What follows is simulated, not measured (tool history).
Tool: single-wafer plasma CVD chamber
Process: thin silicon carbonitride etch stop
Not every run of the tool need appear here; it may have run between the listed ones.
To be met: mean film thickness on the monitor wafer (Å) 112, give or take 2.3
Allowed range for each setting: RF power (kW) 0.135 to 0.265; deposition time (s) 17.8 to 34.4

run,hour,RF power (kW),deposition time (s),mean film thickness on the monitor wafer (Å)
1,0,0.2,26.1,144.95
2,1.1,0.2,29.2,162.43
3,8.4,0.19,29.2,158.66
4,16.8,0.18,29.2,154.31
5,22.9,0.165,27.3,139.48
6,25.5,0.19,27.3,147.47
7,31.9,0.175,25.9,135.13
8,35.7,0.165,25,127.21
9,38.9,0.155,24.5,120.76
10,41.1,0.15,24.3,118.16
11,44.3,0.145,24.1,115.82

5 next moves are on the table. One of them brings every result within its allowed miss. Which?
A,47.5,0.135,25.1,?
B,47.5,0.135,23.3,?
C,47.5,0.155,22.6,?
D,47.5,0.145,21.9,?
E,47.5,0.14,25.2,?

move,mean film thickness on the monitor wafer (Å)
A,116.2
B,107.87
C,111.98
D,105.09
E,118.84
A: lands further from the targets than the last run did
B: moves the result that the last run missed by most past its target, out the other side
C: all results in spec
D: moves the result that the last run missed by most past its target, out the other side
E: lands further from the targets than the last run did
The right move is C.
